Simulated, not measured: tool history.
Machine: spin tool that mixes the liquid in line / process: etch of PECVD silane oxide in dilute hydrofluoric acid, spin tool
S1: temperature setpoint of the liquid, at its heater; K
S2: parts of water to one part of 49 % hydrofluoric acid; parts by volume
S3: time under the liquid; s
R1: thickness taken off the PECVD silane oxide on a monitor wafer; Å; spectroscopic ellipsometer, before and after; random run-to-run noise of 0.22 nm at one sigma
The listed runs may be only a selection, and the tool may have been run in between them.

run,hour,S1,S2,S3,R1
1,0.0,297.15,235,290,364.93
2,8.3,297.15,235,310,391.64
3,9.9,295.15,235,310,367.54
4,14.2,295.65,235,310,373.24
5,19.0,296.15,235,310,377.16
6,23.7,296.65,235,310,388.12

The next listed run, before its measurement:
7,25.3,297.15,235,310,?

{"run 7": {"R1": 389.26}}
